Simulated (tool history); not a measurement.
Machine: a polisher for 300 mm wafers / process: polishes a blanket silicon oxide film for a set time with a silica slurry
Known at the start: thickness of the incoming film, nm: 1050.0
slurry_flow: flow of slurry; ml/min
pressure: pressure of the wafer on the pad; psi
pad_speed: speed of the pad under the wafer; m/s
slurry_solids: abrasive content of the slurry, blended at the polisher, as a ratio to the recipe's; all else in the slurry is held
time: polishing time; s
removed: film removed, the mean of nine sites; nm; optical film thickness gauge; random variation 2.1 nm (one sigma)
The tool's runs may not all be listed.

run	hour	slurry_flow	pressure	pad_speed	slurry_solids	time	removed
1	0	270	3.2	1.54	1	111	370.91
2	7.7	335	3.2	1.54	1	111	377.09
3	10	335	3.2	1.68	1	111	400.36
4	11.5	335	3.8	1.68	1	111	445.47
5	14.6	335	3.4	1.66	1	111	417.57
6	15.6	380	3.4	1.66	1	111	414.28
7	20.8	380	3.1	1.66	1	111	398.17

For run 8, what comes out?
8	28.3	375	2.8	1.66	1	111	?

{"run 8": {"removed": 374.41}}
